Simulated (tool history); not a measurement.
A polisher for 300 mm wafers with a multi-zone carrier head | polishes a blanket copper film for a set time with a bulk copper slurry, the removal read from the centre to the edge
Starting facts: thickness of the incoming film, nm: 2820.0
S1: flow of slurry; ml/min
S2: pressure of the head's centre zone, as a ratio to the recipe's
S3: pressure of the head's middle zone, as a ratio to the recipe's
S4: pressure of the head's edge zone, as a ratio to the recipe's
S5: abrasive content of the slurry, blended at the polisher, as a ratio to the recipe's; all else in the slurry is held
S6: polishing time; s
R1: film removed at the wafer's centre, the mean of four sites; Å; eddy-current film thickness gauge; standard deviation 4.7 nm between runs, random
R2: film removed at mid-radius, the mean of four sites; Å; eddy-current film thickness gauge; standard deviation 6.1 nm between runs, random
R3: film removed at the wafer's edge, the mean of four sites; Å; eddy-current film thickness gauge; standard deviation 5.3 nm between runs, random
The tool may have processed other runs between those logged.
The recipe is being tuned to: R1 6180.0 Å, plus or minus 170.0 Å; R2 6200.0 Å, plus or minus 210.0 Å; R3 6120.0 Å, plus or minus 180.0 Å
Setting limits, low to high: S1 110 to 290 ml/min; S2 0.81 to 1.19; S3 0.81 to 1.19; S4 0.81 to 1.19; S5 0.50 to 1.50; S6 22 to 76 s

run,day,S1,S2,S3,S4,S5,S6,R1,R2,R3
1,0.000,185,1.00,1.00,1.00,1.00,49,3784.1,3924.1,4074.8
2,0.046,195,1.02,1.02,1.02,1.05,50,4116.1,4281.5,4193.4
3,0.221,195,1.02,1.02,1.02,1.05,58,4758.7,4931.2,4972.5
4,0.479,195,1.02,1.02,1.02,0.95,58,4670.5,4756.6,4769.8
5,0.700,175,1.02,1.02,1.02,0.95,58,4566.3,4783.7,4760.5
6,1.067,180,1.03,1.02,1.03,1.05,58,4700.4,4875.4,4890.9
7,1.146,190,1.04,1.02,1.04,1.10,58,4841.6,4960.9,4966.1
8,1.388,220,1.11,1.09,1.14,1.35,62,5941.1,6038.0,5828.0
9,1.683,225,1.11,1.09,1.15,1.35,62,5987.5,6106.8,5908.0
10,1.812,230,1.11,1.09,1.15,1.35,62,6095.7,5970.9,5890.8

Pick the move, out of 5, that brings all results within their allowed miss; only one does.
A,1.942,195,1.08,1.04,1.08,1.25,68,?,?,?
B,1.942,235,1.06,1.16,1.05,1.15,65,?,?,?
C,1.942,225,1.11,0.96,1.19,1.30,65,?,?,?
D,1.942,150,1.09,1.14,1.16,1.20,66,?,?,?
E,1.942,245,1.09,1.09,1.19,1.45,60,?,?,?

move,R1,R2,R3
A,6151.2,6212.2,6101.9
B,5816.6,6549.5,5766.7
C,6234.9,5714.3,6151.8
D,5684.1,6179.5,5787.8
E,5879.6,6099.8,5870.8
A: all results in spec
B: moves away from the targets compared with the last run
C: brings the result that was furthest off to its target, and leaves another outside
D: moves away from the targets compared with the last run
E: moves away from the targets compared with the last run
Move A is the one to make.
